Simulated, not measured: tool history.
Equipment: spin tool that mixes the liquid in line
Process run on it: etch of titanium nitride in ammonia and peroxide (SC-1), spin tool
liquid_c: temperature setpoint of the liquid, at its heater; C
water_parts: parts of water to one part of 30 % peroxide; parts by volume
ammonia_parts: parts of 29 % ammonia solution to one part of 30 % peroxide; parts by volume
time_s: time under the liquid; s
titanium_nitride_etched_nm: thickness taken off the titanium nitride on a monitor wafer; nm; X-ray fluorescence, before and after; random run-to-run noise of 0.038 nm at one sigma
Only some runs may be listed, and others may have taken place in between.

run    day  liquid_c  water_parts  ammonia_parts  time_s  titanium_nitride_etched_nm
  1      0        52           22           0.55     320                      12.368
  2  0.262        52           19           0.55     320                       13.26
  3  0.633        48           19           0.55     320                      10.079
  4  0.829        46           19           0.55     320                      8.6615
  5  1.038        46           24           0.55     320                       7.613
  6  1.117        45           24           0.55     320                      7.1379
  7  1.446        44           24           0.55     320                      6.6833
     1.529  -- new drum of ammonia solution connected
  8  1.529      43.5           24           0.55     320                      6.4703

What will run 9 give?
  9  1.638        43           24           0.55     320                           ?

{"run 9": {"titanium_nitride_etched_nm": 6.1799}}

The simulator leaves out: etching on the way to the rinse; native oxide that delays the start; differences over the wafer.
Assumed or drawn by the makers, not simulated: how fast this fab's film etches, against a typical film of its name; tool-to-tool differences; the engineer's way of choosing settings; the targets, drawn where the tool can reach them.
